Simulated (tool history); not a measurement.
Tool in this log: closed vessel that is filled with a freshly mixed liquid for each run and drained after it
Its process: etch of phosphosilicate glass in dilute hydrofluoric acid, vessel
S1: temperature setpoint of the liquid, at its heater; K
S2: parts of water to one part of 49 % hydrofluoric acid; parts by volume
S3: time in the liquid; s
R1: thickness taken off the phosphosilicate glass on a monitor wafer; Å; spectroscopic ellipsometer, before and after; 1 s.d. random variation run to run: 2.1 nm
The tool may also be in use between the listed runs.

run,hour,S1,S2,S3,R1
1,0,297.15,80,85,1818.4
2,3,297.15,80,95,2064.2
3,12,293.65,80,95,1774.8
4,20,293.65,60,95,2457.8
5,23.4,293.65,60,85,2167.1
6,28.7,293.65,60,95,2445.4

Estimate the outcome of run 7 from the log above:
# hour 29.9: hydrofluoric acid flow meter replaced
7,29.9,294.65,60,95,?

{"run 7": {"R1": 2372.2}}

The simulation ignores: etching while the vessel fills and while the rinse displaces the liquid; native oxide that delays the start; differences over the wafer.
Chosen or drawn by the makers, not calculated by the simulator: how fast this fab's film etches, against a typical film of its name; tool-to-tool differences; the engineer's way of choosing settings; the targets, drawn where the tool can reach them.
